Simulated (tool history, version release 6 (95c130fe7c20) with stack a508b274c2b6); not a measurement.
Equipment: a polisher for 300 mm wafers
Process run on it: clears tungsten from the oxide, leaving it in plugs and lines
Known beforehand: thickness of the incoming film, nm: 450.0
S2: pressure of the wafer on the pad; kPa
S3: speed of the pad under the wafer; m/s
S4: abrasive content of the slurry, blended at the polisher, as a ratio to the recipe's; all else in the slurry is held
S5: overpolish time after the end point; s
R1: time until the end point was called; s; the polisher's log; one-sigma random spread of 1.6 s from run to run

Run 1, hour 0.0: flow of slurry (ml/min) 160, S2 24.1 kPa, S3 1.28 m/s, S4 1.0, S5 21 s. Result: R1 97.873 s.
Run 2, hour 3.3: flow of slurry (ml/min) 160, S2 23.4 kPa, S3 1.28 m/s, S4 1.0, S5 21 s. Result: R1 100.070 s.
Run 3, hour 5.6: flow of slurry (ml/min) 160, S2 22.8 kPa, S3 1.28 m/s, S4 1.0, S5 21 s. Result: R1 103.210 s.
Run 4, hour 6.2: flow of slurry (ml/min) 160, S2 22.8 kPa, S3 1.28 m/s, S4 1.0, S5 23 s. Result: R1 100.280 s.
Run 5, hour 13.6: flow of slurry (ml/min) 160, S2 22.1 kPa, S3 1.28 m/s, S4 1.0, S5 23 s. Result: R1 105.990 s.
Run 6, hour 14.3: flow of slurry (ml/min) 160, S2 21.4 kPa, S3 1.28 m/s, S4 1.0, S5 23 s. Result: R1 108.550 s.

Estimate the outcome of run 7 from the log above:
Run 7, hour 17.6: flow of slurry (ml/min) 160, S2 20.7 kPa, S3 1.28 m/s, S4 1.0, S5 23 s. Result: R1 ?.

Logged for run 7: R1 111.180 s.
